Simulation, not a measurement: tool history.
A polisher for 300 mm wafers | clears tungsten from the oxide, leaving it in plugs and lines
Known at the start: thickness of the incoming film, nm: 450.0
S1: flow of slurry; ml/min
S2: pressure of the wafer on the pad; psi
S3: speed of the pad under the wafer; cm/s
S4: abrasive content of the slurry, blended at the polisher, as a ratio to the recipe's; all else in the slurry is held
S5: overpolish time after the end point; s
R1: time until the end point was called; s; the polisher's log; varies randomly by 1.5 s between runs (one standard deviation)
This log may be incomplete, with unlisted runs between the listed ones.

run	hour	S1	S2	S3	S4	S5	R1
1	0.0	210	4.4	140	1.0	21	61.380
2	4.0	210	3.9	138	1.0	21	68.465
3	10.5	210	3.5	136	1.0	21	77.533
4	13.6	210	3.5	136	0.9	21	80.253
5	20.5	210	3.5	136	0.9	22	77.154
6	23.0	210	4.2	136	0.9	22	68.706
7	24.8	210	3.8	134	0.9	22	74.215

Run 8 is up next; what results do you expect?
8	31.9	210	3.5	132	0.9	22	?

For run 8 the tool returned R1 80.052 s.
